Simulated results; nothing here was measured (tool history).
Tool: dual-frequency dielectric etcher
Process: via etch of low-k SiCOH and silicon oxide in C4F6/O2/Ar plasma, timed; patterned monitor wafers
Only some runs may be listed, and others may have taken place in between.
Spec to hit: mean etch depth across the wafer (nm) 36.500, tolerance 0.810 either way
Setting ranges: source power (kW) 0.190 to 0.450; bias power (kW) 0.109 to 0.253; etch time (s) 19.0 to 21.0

| run | hour | source power (kW) | bias power (kW) | etch time (s) | mean etch depth across the wafer (nm) |
|---|---|---|---|---|---|
| 1 | 0.0 | 0.320 | 0.181 | 21.0 | 43.393 |
| 2 | 3.3 | 0.320 | 0.181 | 19.0 | 39.270 |
| 3 | 9.5 | 0.310 | 0.179 | 19.0 | 38.676 |
| 4 | 14.9 | 0.360 | 0.179 | 19.0 | 40.914 |
| 5 | 23.4 | 0.360 | 0.200 | 19.0 | 42.767 |
| 6 | 28.1 | 0.340 | 0.196 | 19.0 | 41.673 |
| 7 | 36.6 | 0.320 | 0.193 | 19.0 | 40.028 |
| 8 | 39.1 | 0.310 | 0.191 | 19.0 | 39.644 |
| 9 | 44.8 | 0.300 | 0.189 | 19.0 | 38.947 |
| 10 | 49.8 | 0.290 | 0.188 | 19.0 | 38.287 |
| 11 | 55.7 | 0.280 | 0.187 | 19.0 | 38.053 |

4 candidate next runs follow, results not yet known. Just one meets every target within its allowed miss. Identify it.
| A | 61.6 | 0.240 | 0.185 | 19.5 | ? |
| B | 61.6 | 0.260 | 0.180 | 20.5 | ? |
| C | 61.6 | 0.260 | 0.187 | 20.0 | ? |
| D | 61.6 | 0.260 | 0.201 | 19.5 | ? |

| move | mean etch depth across the wafer (nm) |
|---|---|
| A | 36.804 |
| B | 39.418 |
| C | 39.072 |
| D | 39.255 |
A: every result within its allowed miss
B: lands further from the targets than the last run did
C: lands further from the targets than the last run did
D: lands further from the targets than the last run did
Correct choice: A, which meets every target
